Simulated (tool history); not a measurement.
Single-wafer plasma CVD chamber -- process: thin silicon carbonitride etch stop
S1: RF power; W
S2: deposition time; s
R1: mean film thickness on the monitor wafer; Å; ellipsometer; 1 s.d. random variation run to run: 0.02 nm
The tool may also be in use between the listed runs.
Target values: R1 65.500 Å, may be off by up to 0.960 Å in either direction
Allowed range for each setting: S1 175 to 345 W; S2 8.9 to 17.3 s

run    day   S1    S2      R1
  1  0.000  260  13.1  84.981
  2  0.162  285  13.1  87.165
  3  0.229  270  12.6  82.220
  4  0.425  240  12.6  79.840
  5  0.512  205  12.6  76.598
  6  0.704  205  14.0  84.877
  7  1.071  200  13.4  80.479
  8  1.417  195  13.0  77.994
  9  1.621  195  13.0  77.328
 10  1.679  195  13.0  77.604
 11  2.038  190  12.7  75.289
 12  2.158  185  12.4  73.181
 13  2.529  185  12.2  71.760
 14  2.642  175  11.0  63.595

Exercise: of the 4 proposed moves below, exactly one satisfies all targets within the stated allowed misses. Which move is it?
  A  2.754  220  10.6   ?
  B  2.754  190  11.3   ?
  C  2.754  180  11.8   ?
  D  2.754  175  10.5   ?

move      R1
   A  65.381
   B  66.899
   C  68.819
   D  60.761
A: every result within its allowed miss
B: pushes the last run's worst result past its target
C: pushes the last run's worst result past its target
D: further off than the last run
A is the move that brings every result within its allowed miss.

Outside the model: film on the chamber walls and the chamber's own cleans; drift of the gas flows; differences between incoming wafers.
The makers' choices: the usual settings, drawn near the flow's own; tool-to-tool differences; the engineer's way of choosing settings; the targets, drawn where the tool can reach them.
